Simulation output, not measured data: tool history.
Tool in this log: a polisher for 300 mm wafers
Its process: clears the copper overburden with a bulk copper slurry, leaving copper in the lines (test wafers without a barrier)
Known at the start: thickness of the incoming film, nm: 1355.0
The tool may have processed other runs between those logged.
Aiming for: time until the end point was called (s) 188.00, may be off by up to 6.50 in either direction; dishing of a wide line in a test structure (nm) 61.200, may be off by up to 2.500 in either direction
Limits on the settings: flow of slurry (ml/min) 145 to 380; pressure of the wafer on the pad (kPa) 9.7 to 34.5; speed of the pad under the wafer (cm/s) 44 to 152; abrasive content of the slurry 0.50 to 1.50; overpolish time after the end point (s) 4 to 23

run    day  flow of slurry (ml/min)  pressure of the wafer on the pad (kPa)  speed of the pad under the wafer (cm/s)  abrasive content of the slurry  overpolish time after the end point (s)  time until the end point was called (s)  dishing of a wide line in a test structure (nm)
  1  0.000                      245                                    22.1                                       98                            1.00                                       12                                   114.04                                           73.063
  2  0.146                      245                                    18.6                                       98                            1.00                                       13                                   132.53                                           68.722
  3  0.212                      245                                    18.6                                       84                            1.00                                       13                                   156.22                                           62.198
  4  0.575                      245                                    21.4                                       84                            1.00                                       13                                   136.37                                           67.756
  5  0.662                      245                                    21.4                                       84                            1.00                                       11                                   137.33                                           62.086
  6  0.842                      245                                    21.4                                       92                            1.00                                       11                                   123.76                                           65.065
  7  1.054                      240                                    18.6                                       92                            1.00                                       12                                   141.79                                           60.883
  8  1.383                      230                                    17.2                                       90                            1.00                                       13                                   158.04                                           61.687
  9  1.733                      215                                    16.5                                       90                            1.00                                       14                                   166.11                                           63.447

4 candidate next runs follow, results not yet known. Just one meets every target within its allowed miss. Identify it.
  A  2.083                      230                                    15.2                                       88                            1.15                                       17                                        ?                                                ?
  B  2.083                      225                                    18.6                                       80                            0.85                                       12                                        ?                                                ?
  C  2.083                      250                                    16.5                                       68                            1.20                                       19                                        ?                                                ?
  D  2.083                      275                                    14.5                                       88                            0.95                                       16                                        ?                                                ?

move  time until the end point was called (s)  dishing of a wide line in a test structure (nm)
   A                                   178.62                                           66.813
   B                                   175.24                                           55.626
   C                                   206.07                                           66.208
   D                                   192.65                                           61.555
A: nearer than the last run, and not there yet
B: nearer than the last run, and not there yet
C: carries the result that was furthest off beyond its target, to the other side
D: every result within its allowed miss
Go with D: it meets all targets.
